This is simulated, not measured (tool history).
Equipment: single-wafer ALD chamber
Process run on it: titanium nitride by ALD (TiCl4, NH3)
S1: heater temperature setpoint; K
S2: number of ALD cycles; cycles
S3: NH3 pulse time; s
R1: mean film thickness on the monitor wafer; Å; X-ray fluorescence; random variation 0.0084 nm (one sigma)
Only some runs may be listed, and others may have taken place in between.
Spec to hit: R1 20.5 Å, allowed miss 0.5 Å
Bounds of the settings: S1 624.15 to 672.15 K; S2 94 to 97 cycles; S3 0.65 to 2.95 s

run,hour,S1,S2,S3,R1
1,0,648.15,94,1.8,23.11
2,2.3,648.15,94,2.24,23.44
3,10.5,644.15,94,1.98,22.963
4,19.3,637.15,94,1.98,22.959
5,25.2,628.15,94,1.98,22.378
6,30.7,624.15,94,1.98,22.099
7,36.7,624.15,94,1.98,21.97
8,38.3,624.15,94,1.76,21.632
9,43.5,624.15,94,1.65,21.176
10,46,624.15,94,1.61,21.346
11,50.7,624.15,94,1.53,21.085

Of the 5 settings listed for the next run, only one would bring every result within its allowed miss of target. Which one?
A,55.4,624.15,95,1.7,?
B,55.4,629.15,95,1.56,?
C,55.4,625.15,97,1.46,?
D,55.4,626.15,94,1.67,?
E,55.4,624.15,95,1.26,?

move,R1
A,21.679
B,21.778
C,21.656
D,21.595
E,20.424
A: its largest miss is bigger than the last run's
B: its largest miss is bigger than the last run's
C: its largest miss is bigger than the last run's
D: its largest miss is bigger than the last run's
E: every result lands within tolerance
E is the move that brings every result within its allowed miss.
